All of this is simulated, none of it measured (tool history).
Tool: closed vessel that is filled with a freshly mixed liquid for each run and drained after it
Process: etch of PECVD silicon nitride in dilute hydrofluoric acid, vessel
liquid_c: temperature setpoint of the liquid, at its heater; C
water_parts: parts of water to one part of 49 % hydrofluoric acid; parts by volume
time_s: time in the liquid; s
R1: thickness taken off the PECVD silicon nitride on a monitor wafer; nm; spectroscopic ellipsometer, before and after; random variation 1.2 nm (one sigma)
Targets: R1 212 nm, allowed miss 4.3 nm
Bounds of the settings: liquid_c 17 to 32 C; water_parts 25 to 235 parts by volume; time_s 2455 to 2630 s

run 1 day=0 | liquid_c=24 water_parts=130 time_s=2455 | R1=93.641
run 2 day=0.296 | liquid_c=24 water_parts=130 time_s=2630 | R1=100.87
run 3 day=0.675 | liquid_c=24 water_parts=85 time_s=2630 | R1=152.78
run 4 day=1.012 | liquid_c=22.5 water_parts=85 time_s=2630 | R1=137.69
run 5 day=1.129 | liquid_c=24.5 water_parts=85 time_s=2630 | R1=158.21
run 6 day=1.308 | liquid_c=23 water_parts=85 time_s=2630 | R1=142.26
run 7 day=1.629 | liquid_c=27 water_parts=85 time_s=2630 | R1=185.49
run 8 day=1.817 | liquid_c=27.5 water_parts=85 time_s=2630 | R1=192.28
run 9 day=1.912 | liquid_c=28 water_parts=85 time_s=2630 | R1=198.2
run 10 day=2.238 | liquid_c=28.5 water_parts=85 time_s=2630 | R1=203.75

Which of these 5 next moves meets every target?
run A day=2.562 | liquid_c=28 water_parts=75 time_s=2630 | R1=?
run B day=2.562 | liquid_c=32 water_parts=90 time_s=2455 | R1=?
run C day=2.562 | liquid_c=26 water_parts=65 time_s=2580 | R1=?
run D day=2.562 | liquid_c=29 water_parts=85 time_s=2630 | R1=?
run E day=2.562 | liquid_c=27 water_parts=70 time_s=2605 | R1=?

move=A R1=225.03
move=B R1=225.46
move=C R1=223.24
move=D R1=211.81
move=E R1=223.68
A: takes the result that was furthest off past its target
B: takes the result that was furthest off past its target
C: takes the result that was furthest off past its target
D: meets every target
E: takes the result that was furthest off past its target
Answer: D

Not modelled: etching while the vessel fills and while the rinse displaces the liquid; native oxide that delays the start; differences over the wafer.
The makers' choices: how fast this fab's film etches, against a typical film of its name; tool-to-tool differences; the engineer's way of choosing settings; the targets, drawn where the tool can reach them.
